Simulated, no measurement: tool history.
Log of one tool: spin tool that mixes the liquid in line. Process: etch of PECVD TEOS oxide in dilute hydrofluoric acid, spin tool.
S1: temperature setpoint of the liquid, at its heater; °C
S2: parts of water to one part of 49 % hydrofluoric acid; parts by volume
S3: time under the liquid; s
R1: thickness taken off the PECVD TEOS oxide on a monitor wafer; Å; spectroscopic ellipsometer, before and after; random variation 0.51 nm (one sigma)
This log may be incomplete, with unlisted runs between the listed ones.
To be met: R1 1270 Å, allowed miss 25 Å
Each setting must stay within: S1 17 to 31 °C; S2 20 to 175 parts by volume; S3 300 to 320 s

run 1 hour=0 | S1=23 S2=95 S3=300 | R1=812.13
run 2 hour=8.1 | S1=26 S2=95 S3=300 | R1=915.68
run 3 hour=12.1 | S1=26 S2=130 S3=300 | R1=635.52
run 4 hour=15.1 | S1=24 S2=130 S3=300 | R1=589.62
run 5 hour=22.5 | S1=24 S2=155 S3=300 | R1=480.04
run 6 hour=29.2 | S1=24 S2=175 S3=300 | R1=414.83
run 7 hour=30.2 | S1=28 S2=135 S3=300 | R1=652.3
run 8 hour=37.6 | S1=29 S2=115 S3=300 | R1=818.16
run 9 hour=38.3 | S1=29.5 S2=105 S3=300 | R1=933.05
run 10 hour=45.2 | S1=30 S2=95 S3=300 | R1=1061.5
run 11 hour=48.2 | S1=30.5 S2=90 S3=300 | R1=1155.3
run 12 hour=52.4 | S1=30.5 S2=90 S3=300 | R1=1145.1
run 13 hour=59.6 | S1=31 S2=80 S3=300 | R1=1332.1

Which single option among these 5 for the next run brings every result within its allowed miss of target? Just one does.
run A hour=66.8 | S1=29.5 S2=80 S3=320 | R1=?
run B hour=66.8 | S1=30.5 S2=85 S3=320 | R1=?
run C hour=66.8 | S1=31 S2=85 S3=305 | R1=?
run D hour=66.8 | S1=31 S2=90 S3=310 | R1=?
run E hour=66.8 | S1=29.5 S2=80 S3=310 | R1=?

move=A R1=1346.6
move=B R1=1305.6
move=C R1=1267.6
move=D R1=1207.4
move=E R1=1304.5
A: further off than the last run
B: moves toward the targets from the last run without getting all of them in spec
C: each result inside its tolerance
D: takes the biggest miss from the last run beyond its target
E: moves toward the targets from the last run without getting all of them in spec
Move C is the one to make.

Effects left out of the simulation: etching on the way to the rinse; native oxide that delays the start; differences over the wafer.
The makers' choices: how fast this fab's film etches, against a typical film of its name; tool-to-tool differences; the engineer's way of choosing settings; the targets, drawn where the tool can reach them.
